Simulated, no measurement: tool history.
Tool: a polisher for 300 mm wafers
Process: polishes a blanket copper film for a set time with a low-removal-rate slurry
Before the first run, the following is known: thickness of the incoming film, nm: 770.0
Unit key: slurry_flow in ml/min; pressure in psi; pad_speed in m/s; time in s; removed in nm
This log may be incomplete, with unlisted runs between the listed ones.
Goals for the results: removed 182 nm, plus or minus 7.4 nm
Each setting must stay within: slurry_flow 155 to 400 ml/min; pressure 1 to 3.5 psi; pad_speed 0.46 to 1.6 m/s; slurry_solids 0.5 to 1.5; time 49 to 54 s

| run | day | slurry_flow | pressure | pad_speed | slurry_solids | time | removed |
|---|---|---|---|---|---|---|---|
| 1 | 0 | 255 | 2.2 | 1.02 | 1 | 54 | 131.21 |
| 2 | 0.275 | 255 | 2.4 | 1.02 | 1 | 54 | 143.45 |
| 3 | 0.308 | 255 | 2.6 | 1.02 | 1 | 54 | 156.13 |
| 4 | 0.417 | 255 | 2.7 | 1.02 | 1 | 54 | 157.9 |
| 5 | 0.475 | 255 | 2.2 | 1.02 | 1 | 54 | 131.32 |
| 6 | 0.6 | 255 | 2.5 | 1.02 | 1 | 54 | 147.94 |
| 7 | 0.625 | 255 | 2.7 | 1.02 | 1 | 54 | 156.96 |
| 8 | 0.888 | 255 | 2.8 | 1.02 | 1 | 54 | 166.52 |
| 9 | 1.004 | 255 | 2.9 | 1.02 | 1 | 54 | 170.71 |

4 next moves are on the table. One of them brings every result within its allowed miss. Which?
| A | 1.121 | 245 | 2.7 | 1.12 | 0.95 | 51 | ? |
| B | 1.121 | 245 | 3 | 1.18 | 0.65 | 54 | ? |
| C | 1.121 | 225 | 3.4 | 0.84 | 1 | 51 | ? |
| D | 1.121 | 270 | 3 | 0.98 | 1 | 52 | ? |

| move | removed |
|---|---|
| A | 158.12 |
| B | 182.02 |
| C | 160.71 |
| D | 164.75 |
A: lands further from the targets than the last run did
B: hits every target within its allowed miss
C: lands further from the targets than the last run did
D: lands further from the targets than the last run did
Move B is the one to make.

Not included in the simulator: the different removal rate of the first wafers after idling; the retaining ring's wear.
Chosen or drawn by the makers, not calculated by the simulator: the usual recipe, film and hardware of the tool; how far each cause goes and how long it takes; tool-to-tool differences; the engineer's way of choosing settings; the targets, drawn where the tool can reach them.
